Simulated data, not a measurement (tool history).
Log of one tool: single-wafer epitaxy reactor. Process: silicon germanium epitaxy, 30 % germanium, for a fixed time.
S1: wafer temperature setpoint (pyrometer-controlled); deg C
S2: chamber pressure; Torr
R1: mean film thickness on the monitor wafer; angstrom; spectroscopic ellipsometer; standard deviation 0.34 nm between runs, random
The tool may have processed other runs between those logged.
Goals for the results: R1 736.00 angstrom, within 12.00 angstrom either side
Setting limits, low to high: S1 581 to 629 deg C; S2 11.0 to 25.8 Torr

Run 1, day 0.000: S1 605 deg C, S2 18.4 Torr. Result: R1 680.98 angstrom.
Run 2, day 0.308: S1 606 deg C, S2 18.4 Torr. Result: R1 693.66 angstrom.
Run 3, day 0.679: S1 606 deg C, S2 16.2 Torr. Result: R1 671.15 angstrom.
Run 4, day 0.717: S1 606 deg C, S2 18.6 Torr. Result: R1 703.89 angstrom.
Run 5, day 0.996: S1 607 deg C, S2 18.6 Torr. Result: R1 713.69 angstrom.
Run 6, day 1.200: S1 598 deg C, S2 18.6 Torr. Result: R1 614.10 angstrom.
Run 7, day 1.462: S1 601 deg C, S2 18.6 Torr. Result: R1 647.15 angstrom.
Run 8, day 1.546: S1 603 deg C, S2 18.6 Torr. Result: R1 660.37 angstrom.
Run 9, day 1.850: S1 611 deg C, S2 18.7 Torr. Result: R1 755.13 angstrom.
Run 10, day 2.217: S1 611 deg C, S2 18.7 Torr. Result: R1 760.82 angstrom.

Which single option among these 5 for the next run brings every result within its allowed miss of target? Just one does.
Run A, day 2.583: S1 613 deg C, S2 18.1 Torr. Result: R1 ?.
Run B, day 2.583: S1 612 deg C, S2 19.8 Torr. Result: R1 ?.
Run C, day 2.583: S1 608 deg C, S2 19.6 Torr. Result: R1 ?.
Run D, day 2.583: S1 610 deg C, S2 19.6 Torr. Result: R1 ?.
Run E, day 2.583: S1 611 deg C, S2 19.3 Torr. Result: R1 ?.

move      R1
   A  780.55
   B  786.94
   C  736.07
   D  760.08
   E  769.12
A: lands further from the targets than the last run did
B: lands further from the targets than the last run did
C: all results land within tolerance of their targets
D: just as far off the targets as the last run
E: lands further from the targets than the last run did
Answer: C
